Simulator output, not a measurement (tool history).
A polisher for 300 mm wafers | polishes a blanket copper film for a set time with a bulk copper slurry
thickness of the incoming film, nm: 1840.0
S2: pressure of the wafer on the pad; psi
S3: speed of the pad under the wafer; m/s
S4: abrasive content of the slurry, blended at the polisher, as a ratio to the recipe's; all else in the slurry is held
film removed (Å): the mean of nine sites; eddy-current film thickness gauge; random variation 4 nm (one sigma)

Run 1, day 0: flow of slurry (ml/min) 150, S2 2.6 psi, S3 1.2 m/s, S4 1, polishing time (s) 46. Result: film removed (Å) 4161.9.
Run 2, day 0.279: flow of slurry (ml/min) 150, S2 2.6 psi, S3 1.2 m/s, S4 1, polishing time (s) 46. Result: film removed (Å) 4119.
Run 3, day 0.458: flow of slurry (ml/min) 150, S2 2.6 psi, S3 1.46 m/s, S4 1, polishing time (s) 46. Result: film removed (Å) 4874.6.
Run 4, day 0.683: flow of slurry (ml/min) 150, S2 2.6 psi, S3 1.46 m/s, S4 1.15, polishing time (s) 46. Result: film removed (Å) 4950.5.
At day 0.746: slurry nozzle cleaned.
Run 5, day 0.746: flow of slurry (ml/min) 125, S2 2.6 psi, S3 1.46 m/s, S4 1.15, polishing time (s) 46. Result: film removed (Å) 4981.7.
Run 6, day 1.008: flow of slurry (ml/min) 125, S2 2.6 psi, S3 1.46 m/s, S4 0.95, polishing time (s) 46. Result: film removed (Å) 4862.1.
Run 7, day 1.271: flow of slurry (ml/min) 125, S2 2.4 psi, S3 1.46 m/s, S4 0.95, polishing time (s) 46. Result: film removed (Å) 4463.3.
Run 8, day 1.479: flow of slurry (ml/min) 125, S2 2.2 psi, S3 1.46 m/s, S4 0.95, polishing time (s) 46. Result: film removed (Å) 4152.9.
Run 9, day 1.671: flow of slurry (ml/min) 125, S2 2.1 psi, S3 1.46 m/s, S4 0.95, polishing time (s) 46. Result: film removed (Å) 3972.

Forecast run 10:
Run 10, day 1.942: flow of slurry (ml/min) 125, S2 2 psi, S3 1.46 m/s, S4 0.95, polishing time (s) 46. Result: film removed (Å) ?.

film removed (Å): 3746.4

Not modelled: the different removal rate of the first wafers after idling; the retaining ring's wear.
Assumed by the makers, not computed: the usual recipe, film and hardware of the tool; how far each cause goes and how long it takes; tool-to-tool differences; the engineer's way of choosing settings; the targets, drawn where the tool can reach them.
